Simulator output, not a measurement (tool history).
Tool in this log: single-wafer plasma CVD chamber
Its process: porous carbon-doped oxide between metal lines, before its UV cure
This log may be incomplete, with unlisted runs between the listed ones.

run,hour,heater temperature setpoint (K),RF power (W),deposition time (s),mean film thickness on the monitor wafer (nm)
1,0,578.15,530,42.6,240.66
2,8.8,583.15,530,42.6,234.35
3,15.6,574.15,530,42.6,247.7
4,24.1,564.15,530,42.6,261.07
5,27.5,569.15,530,42.6,253.83
6,33.5,563.15,530,42.6,260.43
7,40.2,575.15,505,42.6,235.78
8,44.6,579.15,505,42.6,230.26
9,46.6,582.15,505,42.6,227.97
10,49.8,584.15,505,42.6,224.94
11,51.8,586.15,505,42.6,223.02

Run 12, settings as shown, results not yet in. Your forecast:
12,57.2,587.15,505,42.6,?

Logged for run 12: mean film thickness on the monitor wafer (nm) 221.52.
